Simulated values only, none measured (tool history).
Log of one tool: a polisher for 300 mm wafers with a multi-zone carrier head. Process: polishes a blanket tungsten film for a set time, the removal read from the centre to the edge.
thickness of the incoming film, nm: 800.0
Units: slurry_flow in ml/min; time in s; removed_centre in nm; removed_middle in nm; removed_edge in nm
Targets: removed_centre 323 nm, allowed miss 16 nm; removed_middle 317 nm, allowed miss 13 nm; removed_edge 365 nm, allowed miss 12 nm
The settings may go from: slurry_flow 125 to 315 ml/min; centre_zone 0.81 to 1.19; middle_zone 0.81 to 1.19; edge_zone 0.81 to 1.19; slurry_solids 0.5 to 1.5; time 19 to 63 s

run 1 day=0 | slurry_flow=205 centre_zone=1 middle_zone=1 edge_zone=1 slurry_solids=1 time=41 | removed_centre=259.19 removed_middle=269.2 removed_edge=267.79
run 2 day=0.212 | slurry_flow=205 centre_zone=1 middle_zone=0.99 edge_zone=1.02 slurry_solids=1.05 time=41 | removed_centre=265.83 removed_middle=267.52 removed_edge=271.93
run 3 day=0.588 | slurry_flow=205 centre_zone=0.94 middle_zone=0.99 edge_zone=1.02 slurry_solids=1.05 time=41 | removed_centre=246.53 removed_middle=273.37 removed_edge=274.29
run 4 day=0.85 | slurry_flow=205 centre_zone=1.01 middle_zone=0.99 edge_zone=1.02 slurry_solids=1.05 time=41 | removed_centre=270.58 removed_middle=260.48 removed_edge=272.84
run 5 day=0.95 | slurry_flow=205 centre_zone=1.01 middle_zone=0.99 edge_zone=0.98 slurry_solids=1.05 time=41 | removed_centre=266.66 removed_middle=271.42 removed_edge=267
run 6 day=1.096 | slurry_flow=205 centre_zone=1 middle_zone=0.99 edge_zone=1 slurry_solids=1.1 time=41 | removed_centre=264.73 removed_middle=269.73 removed_edge=275.96
run 7 day=1.329 | slurry_flow=210 centre_zone=1 middle_zone=1 edge_zone=1.01 slurry_solids=1.15 time=41 | removed_centre=263.89 removed_middle=279.6 removed_edge=277.89
run 8 day=1.692 | slurry_flow=210 centre_zone=1 middle_zone=1 edge_zone=1.02 slurry_solids=1.2 time=42 | removed_centre=282.18 removed_middle=289.17 removed_edge=293.1
run 9 day=1.792 | slurry_flow=210 centre_zone=1 middle_zone=1 edge_zone=1.04 slurry_solids=1.25 time=42 | removed_centre=282.02 removed_middle=294.45 removed_edge=296.48

4 next moves are on the table. One of them brings every result within its allowed miss. Which?
run A day=1.892 | slurry_flow=190 centre_zone=0.88 middle_zone=0.9 edge_zone=1.13 slurry_solids=1.35 time=49 | removed_centre=? removed_middle=? removed_edge=?
run B day=1.892 | slurry_flow=245 centre_zone=0.96 middle_zone=0.89 edge_zone=1.11 slurry_solids=1.15 time=50 | removed_centre=? removed_middle=? removed_edge=?
run C day=1.892 | slurry_flow=190 centre_zone=0.97 middle_zone=0.84 edge_zone=1.14 slurry_solids=1.3 time=49 | removed_centre=? removed_middle=? removed_edge=?
run D day=1.892 | slurry_flow=210 centre_zone=1.12 middle_zone=1.08 edge_zone=0.98 slurry_solids=1.3 time=48 | removed_centre=? removed_middle=? removed_edge=?

move=A removed_centre=290.55 removed_middle=311.27 removed_edge=371.62
move=B removed_centre=319.82 removed_middle=309.93 removed_edge=367.76
move=C removed_centre=317.28 removed_middle=291.06 removed_edge=369.98
move=D removed_centre=364.22 removed_middle=355.54 removed_edge=337.84
A: brings the result that was furthest off to its target, and leaves another outside
B: meets every target
C: brings the result that was furthest off to its target, and leaves another outside
D: nearer than the last run, and not there yet
Answer: B

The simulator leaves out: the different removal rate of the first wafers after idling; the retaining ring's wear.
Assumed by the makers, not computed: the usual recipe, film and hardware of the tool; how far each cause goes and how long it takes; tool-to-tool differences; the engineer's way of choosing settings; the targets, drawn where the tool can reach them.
